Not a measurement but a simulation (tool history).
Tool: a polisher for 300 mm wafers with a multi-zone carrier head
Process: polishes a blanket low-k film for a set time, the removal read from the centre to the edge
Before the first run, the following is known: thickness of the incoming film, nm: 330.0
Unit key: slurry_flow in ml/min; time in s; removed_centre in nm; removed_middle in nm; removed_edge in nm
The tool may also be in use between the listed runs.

| run | hour | slurry_flow | centre_zone | middle_zone | edge_zone | slurry_solids | time | removed_centre | removed_middle | removed_edge |
|---|---|---|---|---|---|---|---|---|---|---|
| 1 | 0 | 295 | 1 | 1 | 1 | 1 | 31 | 14.87 | 14.942 | 15.242 |
| 2 | 8.2 | 295 | 1.04 | 1 | 1 | 1 | 31 | 15.591 | 14.854 | 15.11 |
| 3 | 13 | 295 | 1.04 | 1 | 1 | 1.15 | 31 | 16.681 | 15.77 | 16.027 |
| 4 | 14.2 | 295 | 1.04 | 1 | 1 | 1.3 | 31 | 17.439 | 16.699 | 17.148 |
| 5 | 18.1 | 295 | 1 | 1 | 1 | 1.3 | 31 | 16.916 | 16.777 | 16.859 |
| 6 | 24.2 | 280 | 0.95 | 1 | 0.96 | 1.2 | 31 | 15.34 | 16.096 | 16.022 |
| 7 | 31.9 | 280 | 0.93 | 1.02 | 0.93 | 1.1 | 31 | 14.498 | 15.616 | 15.354 |
| 8 | 35.3 | 280 | 0.91 | 1.05 | 0.9 | 1 | 31 | 13.614 | 15.312 | 14.327 |
| 9 | 41.2 | 280 | 0.91 | 1.05 | 0.9 | 1 | 31 | 13.527 | 15.433 | 14.494 |
| 10 | 44.2 | 270 | 0.9 | 1.06 | 0.88 | 0.95 | 31 | 13.075 | 15.041 | 13.756 |

What will run 11 give?
| 11 | 48 | 255 | 0.89 | 1.06 | 0.87 | 0.95 | 31 | ? | ? | ? |

{"run 11": {"removed_centre": 12.752, "removed_middle": 14.931, "removed_edge": 13.712}}
